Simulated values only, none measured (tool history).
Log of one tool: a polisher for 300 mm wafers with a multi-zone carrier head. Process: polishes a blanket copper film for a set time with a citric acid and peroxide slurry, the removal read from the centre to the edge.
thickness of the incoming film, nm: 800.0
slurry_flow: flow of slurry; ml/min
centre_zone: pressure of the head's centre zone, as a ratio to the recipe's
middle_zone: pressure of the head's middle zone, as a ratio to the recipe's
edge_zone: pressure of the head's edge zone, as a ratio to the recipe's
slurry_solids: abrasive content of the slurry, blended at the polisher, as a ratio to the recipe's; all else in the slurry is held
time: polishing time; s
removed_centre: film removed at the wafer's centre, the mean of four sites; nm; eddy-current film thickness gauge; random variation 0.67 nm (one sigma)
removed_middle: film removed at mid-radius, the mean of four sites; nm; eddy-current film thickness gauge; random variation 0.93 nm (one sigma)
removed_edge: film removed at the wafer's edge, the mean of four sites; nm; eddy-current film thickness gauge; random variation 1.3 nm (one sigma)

Run 1, hour 0.0: slurry_flow 315 ml/min, centre_zone 1.00, middle_zone 1.00, edge_zone 1.00, slurry_solids 1.00, time 39 s. Result: removed_centre 115.76 nm, removed_middle 118.100 nm, removed_edge 115.100 nm.
Run 2, hour 4.7: slurry_flow 315 ml/min, centre_zone 1.00, middle_zone 1.00, edge_zone 1.00, slurry_solids 1.10, time 39 s. Result: removed_centre 120.03 nm, removed_middle 123.590 nm, removed_edge 117.620 nm.
Run 3, hour 13.2: slurry_flow 320 ml/min, centre_zone 1.01, middle_zone 0.99, edge_zone 0.96, slurry_solids 1.00, time 38 s. Result: removed_centre 114.16 nm, removed_middle 116.810 nm, removed_edge 110.250 nm.
Run 4, hour 14.4: slurry_flow 320 ml/min, centre_zone 1.01, middle_zone 0.99, edge_zone 1.02, slurry_solids 1.00, time 38 s. Result: removed_centre 115.85 nm, removed_middle 115.630 nm, removed_edge 115.150 nm.
Run 5, hour 20.1: slurry_flow 320 ml/min, centre_zone 1.05, middle_zone 0.99, edge_zone 1.02, slurry_solids 1.00, time 38 s. Result: removed_centre 118.57 nm, removed_middle 115.580 nm, removed_edge 114.580 nm.
Run 6, hour 26.5: slurry_flow 315 ml/min, centre_zone 1.05, middle_zone 0.97, edge_zone 0.98, slurry_solids 0.90, time 37 s. Result: removed_centre 113.49 nm, removed_middle 109.140 nm, removed_edge 107.790 nm.
Run 7, hour 28.6: slurry_flow 315 ml/min, centre_zone 1.05, middle_zone 0.97, edge_zone 0.98, slurry_solids 0.90, time 37 s. Result: removed_centre 112.97 nm, removed_middle 107.030 nm, removed_edge 107.520 nm.
Run 8, hour 30.8: slurry_flow 315 ml/min, centre_zone 1.05, middle_zone 0.96, edge_zone 0.94, slurry_solids 0.85, time 37 s. Result: removed_centre 112.18 nm, removed_middle 107.910 nm, removed_edge 103.620 nm.
Run 9, hour 38.3: slurry_flow 310 ml/min, centre_zone 1.04, middle_zone 0.93, edge_zone 0.91, slurry_solids 0.80, time 37 s. Result: removed_centre 110.12 nm, removed_middle 102.100 nm, removed_edge 99.204 nm.
Run 10, hour 46.4: slurry_flow 300 ml/min, centre_zone 1.02, middle_zone 0.92, edge_zone 0.89, slurry_solids 0.80, time 37 s. Result: removed_centre 107.66 nm, removed_middle 103.300 nm, removed_edge 99.621 nm.
Run 11, hour 48.7: slurry_flow 305 ml/min, centre_zone 1.02, middle_zone 0.91, edge_zone 0.88, slurry_solids 0.75, time 37 s. Result: removed_centre 104.83 nm, removed_middle 102.090 nm, removed_edge 97.018 nm.
Run 12, hour 53.1: slurry_flow 305 ml/min, centre_zone 1.02, middle_zone 0.89, edge_zone 0.87, slurry_solids 0.70, time 37 s. Result: removed_centre 103.90 nm, removed_middle 100.750 nm, removed_edge 93.408 nm.

The next listed run, before its measurement:
Run 13, hour 57.1: slurry_flow 295 ml/min, centre_zone 1.02, middle_zone 0.87, edge_zone 0.87, slurry_solids 0.70, time 37 s. Result: removed_centre ?, removed_middle ?, removed_edge ?.

removed_centre: 104.72 nm
removed_middle: 96.615 nm
removed_edge: 94.647 nm
